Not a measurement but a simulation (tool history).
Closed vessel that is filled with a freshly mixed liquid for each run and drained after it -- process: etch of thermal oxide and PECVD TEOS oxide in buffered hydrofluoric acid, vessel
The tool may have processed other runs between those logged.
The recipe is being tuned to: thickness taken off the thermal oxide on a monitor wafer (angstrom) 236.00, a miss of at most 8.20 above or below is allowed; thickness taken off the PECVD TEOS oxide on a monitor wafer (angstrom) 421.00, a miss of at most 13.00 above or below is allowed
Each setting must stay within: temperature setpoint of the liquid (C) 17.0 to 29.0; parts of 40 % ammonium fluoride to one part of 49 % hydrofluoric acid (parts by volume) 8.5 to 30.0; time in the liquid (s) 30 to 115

run  hour  temperature setpoint of the liquid (C)  parts of 40 % ammonium fluoride to one part of 49 % hydrofluoric acid (parts by volume)  time in the liquid (s)  thickness taken off the thermal oxide on a monitor wafer (angstrom)  thickness taken off the PECVD TEOS oxide on a monitor wafer (angstrom)
  1   0.0                                    21.0                                                                                     23.0                      60                                                               266.98                                                                  481.46
  2   2.8                                    20.5                                                                                     23.0                      60                                                               267.47                                                                  465.97
  3   4.5                                    17.0                                                                                     23.0                      60                                                               215.20                                                                  380.96
  4  11.6                                    17.5                                                                                     23.0                      60                                                               221.82                                                                  394.00
  5  13.6                                    18.0                                                                                     23.0                      60                                                               227.99                                                                  407.43
  6  15.9                                    18.0                                                                                     23.0                      70                                                               262.14                                                                  474.92
  7  20.8                                    18.0                                                                                     23.5                      70                                                               264.06                                                                  468.76
  8  25.7                                    18.0                                                                                     23.5                      70                                                               264.30                                                                  468.64

Below are 4 possible settings for the next run. Only one of them brings all results inside the allowed miss of their targets. Which is it?
  A  30.6                                    21.5                                                                                     22.5                      50                                                                    ?                                                                       ?
  B  30.6                                    18.0                                                                                     22.0                      65                                                                    ?                                                                       ?
  C  30.6                                    19.0                                                                                     28.0                      75                                                                    ?                                                                       ?
  D  30.6                                    17.0                                                                                     18.5                      60                                                                    ?                                                                       ?

move  thickness taken off the thermal oxide on a monitor wafer (angstrom)  thickness taken off the PECVD TEOS oxide on a monitor wafer (angstrom)
   A                                                               233.47                                                                  415.81
   B                                                               253.13                                                                  450.82
   C                                                               261.63                                                                  465.97
   D                                                               254.60                                                                  453.45
A: meets every target
B: closes in on the targets versus the last run, not all within tolerance yet
C: closes in on the targets versus the last run, not all within tolerance yet
D: closes in on the targets versus the last run, not all within tolerance yet
A is the move that brings every result within its allowed miss.

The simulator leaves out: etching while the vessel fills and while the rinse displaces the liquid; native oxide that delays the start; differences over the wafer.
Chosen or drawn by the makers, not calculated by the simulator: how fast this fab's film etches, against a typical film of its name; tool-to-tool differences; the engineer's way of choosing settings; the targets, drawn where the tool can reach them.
